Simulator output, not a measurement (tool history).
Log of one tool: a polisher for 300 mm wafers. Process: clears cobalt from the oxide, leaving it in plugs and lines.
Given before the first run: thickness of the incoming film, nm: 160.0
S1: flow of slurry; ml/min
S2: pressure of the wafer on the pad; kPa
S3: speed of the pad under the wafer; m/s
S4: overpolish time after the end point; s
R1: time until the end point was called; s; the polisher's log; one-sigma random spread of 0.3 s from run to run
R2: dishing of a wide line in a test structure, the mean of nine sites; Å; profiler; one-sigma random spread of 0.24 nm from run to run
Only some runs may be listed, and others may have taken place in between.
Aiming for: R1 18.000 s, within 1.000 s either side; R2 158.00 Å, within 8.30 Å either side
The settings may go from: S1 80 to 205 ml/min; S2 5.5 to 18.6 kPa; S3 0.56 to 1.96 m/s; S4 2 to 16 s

run,hour,S1,S2,S3,S4,R1,R2
1,0.0,135,11.7,1.26,8,33.167,268.50
2,2.0,135,12.4,1.26,7,30.445,251.72
3,2.9,135,10.3,1.26,7,36.764,226.61
4,6.0,150,10.3,1.40,6,32.141,221.87
5,12.4,160,10.3,1.52,5,30.469,210.08
6,18.5,170,10.3,1.62,4,27.867,197.08
7,25.5,175,10.3,1.70,4,25.690,199.70
8,29.3,180,10.3,1.76,4,24.903,204.84
9,33.0,145,13.8,1.40,2,24.805,125.47
10,34.5,145,14.5,1.44,2,22.619,135.76
11,39.6,145,15.2,1.46,2,21.231,138.36
12,40.2,145,15.2,1.48,2,21.134,143.84
13,44.9,145,15.9,1.50,2,20.341,146.84
14,48.0,145,15.9,1.50,2,19.734,147.31
15,56.7,145,16.5,1.52,2,19.062,151.33

Exactly one of the 5 candidate moves below puts every result within its allowed miss. Which one?
A,65.4,165,17.2,1.26,2,?,?
B,65.4,145,18.6,1.24,2,?,?
C,65.4,110,13.8,1.78,2,?,?
D,65.4,155,14.5,1.62,2,?,?
E,65.4,150,15.9,1.64,2,?,?

move,R1,R2
A,21.173,139.97
B,20.691,142.48
C,21.509,138.22
D,20.001,146.27
E,18.255,156.74
A: its largest miss is bigger than the last run's
B: its largest miss is bigger than the last run's
C: its largest miss is bigger than the last run's
D: its largest miss is bigger than the last run's
E: every result within its allowed miss
Answer: E
